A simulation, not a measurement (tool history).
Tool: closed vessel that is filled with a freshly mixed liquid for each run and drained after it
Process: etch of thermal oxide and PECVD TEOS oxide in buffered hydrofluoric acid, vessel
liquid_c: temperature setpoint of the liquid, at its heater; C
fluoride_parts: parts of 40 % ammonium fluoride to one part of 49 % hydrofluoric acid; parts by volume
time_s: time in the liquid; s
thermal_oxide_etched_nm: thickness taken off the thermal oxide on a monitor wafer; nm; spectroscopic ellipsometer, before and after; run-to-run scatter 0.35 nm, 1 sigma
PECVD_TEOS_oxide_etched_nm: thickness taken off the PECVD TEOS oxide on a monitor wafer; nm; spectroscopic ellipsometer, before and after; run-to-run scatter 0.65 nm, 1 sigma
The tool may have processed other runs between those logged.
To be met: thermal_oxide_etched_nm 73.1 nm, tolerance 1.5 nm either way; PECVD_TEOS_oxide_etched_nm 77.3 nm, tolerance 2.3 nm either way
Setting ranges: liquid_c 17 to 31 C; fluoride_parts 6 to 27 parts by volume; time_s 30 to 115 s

{"run": 1, "hour": 0.0, "liquid_c": 23, "fluoride_parts": 16.5, "time_s": 60, "thermal_oxide_etched_nm": 39.378, "PECVD_TEOS_oxide_etched_nm": 41.058}
{"run": 2, "hour": 1.0, "liquid_c": 23, "fluoride_parts": 16.5, "time_s": 75, "thermal_oxide_etched_nm": 48.841, "PECVD_TEOS_oxide_etched_nm": 52.067}
{"run": 3, "hour": 1.9, "liquid_c": 23, "fluoride_parts": 21, "time_s": 75, "thermal_oxide_etched_nm": 39.114, "PECVD_TEOS_oxide_etched_nm": 41.846}
{"run": 4, "hour": 6.2, "liquid_c": 25, "fluoride_parts": 20, "time_s": 75, "thermal_oxide_etched_nm": 45.208, "PECVD_TEOS_oxide_etched_nm": 47.793}
{"run": 5, "hour": 8.6, "liquid_c": 26.5, "fluoride_parts": 19, "time_s": 75, "thermal_oxide_etched_nm": 52.475, "PECVD_TEOS_oxide_etched_nm": 55.281}
{"run": 6, "hour": 9.2, "liquid_c": 26.5, "fluoride_parts": 21.5, "time_s": 75, "thermal_oxide_etched_nm": 47.162, "PECVD_TEOS_oxide_etched_nm": 49.191}
{"run": 7, "hour": 14.2, "liquid_c": 27.5, "fluoride_parts": 20.5, "time_s": 75, "thermal_oxide_etched_nm": 51.001, "PECVD_TEOS_oxide_etched_nm": 53.931}
{"run": 8, "hour": 18.7, "liquid_c": 28.5, "fluoride_parts": 19.5, "time_s": 75, "thermal_oxide_etched_nm": 56.217, "PECVD_TEOS_oxide_etched_nm": 59.436}
{"run": 9, "hour": 24.2, "liquid_c": 29, "fluoride_parts": 19, "time_s": 75, "thermal_oxide_etched_nm": 59.527, "PECVD_TEOS_oxide_etched_nm": 62.515}
{"run": 10, "hour": 32.6, "liquid_c": 29.5, "fluoride_parts": 18.5, "time_s": 75, "thermal_oxide_etched_nm": 62.824, "PECVD_TEOS_oxide_etched_nm": 66.791}
{"run": 11, "hour": 37.1, "liquid_c": 30, "fluoride_parts": 18, "time_s": 75, "thermal_oxide_etched_nm": 65.672, "PECVD_TEOS_oxide_etched_nm": 69.406}
{"run": 12, "hour": 41.1, "liquid_c": 30, "fluoride_parts": 17.5, "time_s": 75, "thermal_oxide_etched_nm": 67.316, "PECVD_TEOS_oxide_etched_nm": 71.241}
{"run": 13, "hour": 47.9, "liquid_c": 30.5, "fluoride_parts": 17, "time_s": 75, "thermal_oxide_etched_nm": 72.092, "PECVD_TEOS_oxide_etched_nm": 74.722}
{"run": 14, "hour": 55.8, "liquid_c": 30.5, "fluoride_parts": 17, "time_s": 75, "thermal_oxide_etched_nm": 71.342, "PECVD_TEOS_oxide_etched_nm": 75.309}

Which of these 4 next moves meets every target?
{"run": "A", "hour": 63.7, "liquid_c": 28, "fluoride_parts": 15.5, "time_s": 75, "thermal_oxide_etched_nm": "?", "PECVD_TEOS_oxide_etched_nm": "?"}
{"run": "B", "hour": 63.7, "liquid_c": 31, "fluoride_parts": 19, "time_s": 80, "thermal_oxide_etched_nm": "?", "PECVD_TEOS_oxide_etched_nm": "?"}
{"run": "C", "hour": 63.7, "liquid_c": 31, "fluoride_parts": 13.5, "time_s": 60, "thermal_oxide_etched_nm": "?", "PECVD_TEOS_oxide_etched_nm": "?"}
{"run": "D", "hour": 63.7, "liquid_c": 28, "fluoride_parts": 17.5, "time_s": 85, "thermal_oxide_etched_nm": "?", "PECVD_TEOS_oxide_etched_nm": "?"}

move=A thermal_oxide_etched_nm=67.931 PECVD_TEOS_oxide_etched_nm=72.019
move=B thermal_oxide_etched_nm=69.516 PECVD_TEOS_oxide_etched_nm=73.7
move=C thermal_oxide_etched_nm=72.886 PECVD_TEOS_oxide_etched_nm=77.272
move=D thermal_oxide_etched_nm=68.335 PECVD_TEOS_oxide_etched_nm=72.447
A: its largest miss is bigger than the last run's
B: its largest miss is bigger than the last run's
C: meets every target
D: its largest miss is bigger than the last run's
So the answer is move C, the one that meets all the targets.
